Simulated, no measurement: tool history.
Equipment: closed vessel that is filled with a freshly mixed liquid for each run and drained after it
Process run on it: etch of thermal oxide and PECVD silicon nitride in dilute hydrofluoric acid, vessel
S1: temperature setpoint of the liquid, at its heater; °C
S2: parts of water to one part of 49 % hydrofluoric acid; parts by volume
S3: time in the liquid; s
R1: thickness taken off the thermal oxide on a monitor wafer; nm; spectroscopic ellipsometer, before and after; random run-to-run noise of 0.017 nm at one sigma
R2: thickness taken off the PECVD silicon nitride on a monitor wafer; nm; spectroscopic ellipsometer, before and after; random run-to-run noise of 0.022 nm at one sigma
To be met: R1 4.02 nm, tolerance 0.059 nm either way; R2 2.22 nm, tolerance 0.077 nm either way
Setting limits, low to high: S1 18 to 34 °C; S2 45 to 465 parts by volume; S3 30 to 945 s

run  hour    S1   S2   S3      R1      R2
  1     0    26  255  480  9.0354  4.8883
  2   9.3    25  290  485   7.473  4.0193
  3  15.6    25  240  485  9.5905  4.9487
  4  17.5    25  240  630  12.395  6.3925
  5  19.8    25  165  630  19.651  9.3364
  6  28.6  22.5  165  630  17.974  7.9951
  7  32.5    22  230  635  11.886  5.4385
  8  38.1    22  230  635  11.778  5.6282
  9  43.9    22  230  635  11.858   5.553
 10  50.7  21.5  275  640  9.3907  4.6427
 11  57.3    21  310  640  7.9001  3.8915
 12  65.4    21  345  645  6.9861  3.5263
 13    74    21  375  650  6.2738  3.3249
 14  80.4  20.5  400  655  5.7215  3.0535
 15  88.4    20  415  650  5.3246  2.8594
 16  90.5    20  430  645  5.0145  2.6962
 17  94.4    20  440  635  4.7837  2.6158

Pick the move, out of 5, that brings all results within their allowed miss; only one does.
  A  98.3  18.5  415  520   ?   ?
  B  98.3    20  460  605   ?   ?
  C  98.3    22  430  470   ?   ?
  D  98.3    18  420  535   ?   ?
  E  98.3    20  455  560   ?   ?

move      R1      R2
   A  4.0128  2.0991
   B  4.2798  2.4272
   C  3.8974   2.271
   D  3.9924  2.0694
   E  4.0209  2.2704
A: puts the biggest miss on target and leaves a different result outside tolerance
B: better than the last run, though not everything is in spec
C: takes the result that was furthest off past its target
D: puts the biggest miss on target and leaves a different result outside tolerance
E: all results in spec
E is the move that brings every result within its allowed miss.
